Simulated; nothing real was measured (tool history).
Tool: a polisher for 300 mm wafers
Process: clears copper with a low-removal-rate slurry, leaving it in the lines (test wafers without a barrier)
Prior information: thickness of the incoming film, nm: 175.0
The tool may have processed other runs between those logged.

run,hour,flow of slurry (ml/min),pressure of the wafer on the pad (kPa),speed of the pad under the wafer (m/s),abrasive content of the slurry,overpolish time after the end point (s),time until the end point was called (s),dishing of a wide line in a test structure (Å)
1,0.0,150,14.5,0.86,1.00,26,77.828,413.86
2,6.1,150,14.5,0.86,0.85,26,81.085,395.81
3,7.1,150,12.4,0.84,0.85,27,99.452,361.15
4,12.6,150,12.4,0.84,1.00,27,91.986,365.28
5,18.6,150,12.4,0.66,1.00,27,116.130,296.61
6,27.2,150,9.7,0.66,1.00,27,148.590,240.96
7,34.8,150,9.7,0.66,1.00,28,151.870,243.41

Run 8 is up next; what results do you expect?
8,36.8,150,9.7,0.66,1.00,29,?,?

time until the end point was called (s): 156.180
dishing of a wide line in a test structure (Å): 257.96
